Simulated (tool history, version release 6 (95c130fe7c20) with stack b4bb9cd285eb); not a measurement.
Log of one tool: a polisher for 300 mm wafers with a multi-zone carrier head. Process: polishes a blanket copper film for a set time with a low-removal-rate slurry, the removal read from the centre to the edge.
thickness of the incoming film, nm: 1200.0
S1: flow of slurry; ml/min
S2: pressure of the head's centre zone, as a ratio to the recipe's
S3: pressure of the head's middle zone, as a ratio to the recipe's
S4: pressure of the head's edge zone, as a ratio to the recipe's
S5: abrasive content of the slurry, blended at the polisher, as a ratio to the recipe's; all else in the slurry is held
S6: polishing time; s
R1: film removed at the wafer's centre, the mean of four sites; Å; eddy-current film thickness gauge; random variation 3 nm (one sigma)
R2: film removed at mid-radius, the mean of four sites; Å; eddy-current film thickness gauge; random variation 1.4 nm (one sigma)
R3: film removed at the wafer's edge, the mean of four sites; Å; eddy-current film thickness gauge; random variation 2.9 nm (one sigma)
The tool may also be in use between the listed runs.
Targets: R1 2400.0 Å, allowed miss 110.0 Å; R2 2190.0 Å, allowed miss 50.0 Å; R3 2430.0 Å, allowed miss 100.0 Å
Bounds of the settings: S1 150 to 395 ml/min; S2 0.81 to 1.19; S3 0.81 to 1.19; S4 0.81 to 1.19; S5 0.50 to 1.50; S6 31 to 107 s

run  hour   S1    S2    S3    S4    S5  S6      R1      R2      R3
  1   0.0  250  1.00  1.00  1.00  1.00  69  2013.6  2074.4  2025.9
  2   4.1  260  1.02  0.99  1.04  1.05  69  2026.1  2060.7  2086.7
  3   8.6  265  1.05  0.99  1.06  1.10  69  2168.7  2103.3  2107.9
  4   9.6  270  1.05  0.98  1.08  1.15  69  2158.0  2099.9  2146.3
  5  10.8  270  1.05  0.98  1.04  1.15  69  2219.6  2089.0  2131.6
  6  15.8  275  1.05  0.97  1.06  1.20  69  2224.3  2124.3  2161.2
  7  24.6  280  1.05  0.96  1.08  1.25  69  2213.3  2092.7  2194.7
  8  28.8  285  1.06  0.96  1.10  1.30  69  2282.8  2129.5  2223.9
  9  32.0  290  1.06  0.95  1.12  1.35  69  2254.5  2146.6  2334.9
 10  36.4  295  1.07  0.95  1.13  1.35  69  2327.4  2124.0  2325.7
 11  40.3  300  1.07  0.95  1.14  1.35  69  2334.1  2126.5  2291.4

Which of these 4 next moves meets every target?
  A  44.2  295  1.05  0.94  1.14  1.45  66   ?   ?   ?
  B  44.2  250  1.17  1.08  0.99  1.35  67   ?   ?   ?
  C  44.2  300  1.03  0.90  1.10  1.45  73   ?   ?   ?
  D  44.2  265  0.98  0.94  1.15  1.45  71   ?   ?   ?

move      R1      R2      R3
   A  2222.4  2070.4  2232.5
   B  2403.6  2292.5  2054.2
   C  2421.0  2212.3  2428.8
   D  2227.6  2205.4  2394.0
A: further off than the last run
B: further off than the last run
C: meets every target
D: brings the result that was furthest off to its target, and leaves another outside
Move C is the one to make.
